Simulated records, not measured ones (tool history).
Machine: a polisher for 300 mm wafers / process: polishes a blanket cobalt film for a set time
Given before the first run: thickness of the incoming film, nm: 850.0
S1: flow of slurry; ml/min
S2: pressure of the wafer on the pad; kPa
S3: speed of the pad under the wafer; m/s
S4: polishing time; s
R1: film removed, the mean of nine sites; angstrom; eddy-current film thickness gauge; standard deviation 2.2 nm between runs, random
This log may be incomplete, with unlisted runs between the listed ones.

{"run": 1, "hour": 0.0, "S1": 295, "S2": 9.0, "S3": 1.22, "S4": 40, "R1": 1912.5}
{"run": 2, "hour": 2.3, "S1": 295, "S2": 9.0, "S3": 1.5, "S4": 40, "R1": 2314.8}
{"run": 3, "hour": 7.4, "S1": 295, "S2": 8.3, "S3": 1.5, "S4": 40, "R1": 2094.0}
{"run": 4, "hour": 12.8, "S1": 295, "S2": 6.9, "S3": 1.5, "S4": 40, "R1": 1821.4}
{"run": 5, "hour": 17.7, "S1": 295, "S2": 6.9, "S3": 1.5, "S4": 40, "R1": 1829.9}
{"run": 6, "hour": 25.3, "S1": 295, "S2": 8.3, "S3": 1.5, "S4": 40, "R1": 2108.4}
{"run": 7, "hour": 29.9, "S1": 295, "S2": 7.6, "S3": 1.5, "S4": 40, "R1": 2005.0}

Expected results for the next run?
{"run": 8, "hour": 38.1, "S1": 295, "S2": 6.2, "S3": 1.48, "S4": 40, "R1": "?"}

Run 8 came out at R1 1660.5 angstrom.

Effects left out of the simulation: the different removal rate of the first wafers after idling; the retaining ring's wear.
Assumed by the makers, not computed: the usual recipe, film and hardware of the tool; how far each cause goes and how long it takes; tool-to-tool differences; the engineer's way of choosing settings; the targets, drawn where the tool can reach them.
